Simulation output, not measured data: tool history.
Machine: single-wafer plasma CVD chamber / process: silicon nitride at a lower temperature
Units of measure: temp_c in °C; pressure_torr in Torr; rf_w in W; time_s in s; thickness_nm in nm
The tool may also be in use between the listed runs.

run 1 hour=0 | temp_c=355 pressure_torr=1.72 rf_w=365 time_s=34 | thickness_nm=43.696
run 2 hour=0.8 | temp_c=355 pressure_torr=1.92 rf_w=365 time_s=34 | thickness_nm=44.59
run 3 hour=7.8 | temp_c=355 pressure_torr=1.92 rf_w=320 time_s=34 | thickness_nm=42.017
run 4 hour=13 | temp_c=355 pressure_torr=2 rf_w=340 time_s=34.1 | thickness_nm=43.399
run 5 hour=19.7 | temp_c=355 pressure_torr=1.76 rf_w=340 time_s=34.1 | thickness_nm=42.585
run 6 hour=24.4 | temp_c=355 pressure_torr=1.83 rf_w=360 time_s=34.2 | thickness_nm=43.76
run 7 hour=29.3 | temp_c=355 pressure_torr=1.91 rf_w=375 time_s=34.3 | thickness_nm=45.095
run 8 hour=32.9 | temp_c=355 pressure_torr=1.95 rf_w=390 time_s=34.4 | thickness_nm=46.35
run 9 hour=34.8 | temp_c=355 pressure_torr=1.99 rf_w=395 time_s=34.4 | thickness_nm=46.596
run 10 hour=35.5 | temp_c=355 pressure_torr=2.02 rf_w=400 time_s=34.5 | thickness_nm=47.065

Run 11, settings as shown, results not yet in. Your forecast:
run 11 hour=41.6 | temp_c=355 pressure_torr=2.04 rf_w=405 time_s=34.5 | thickness_nm=?

thickness_nm: 47.81 nm
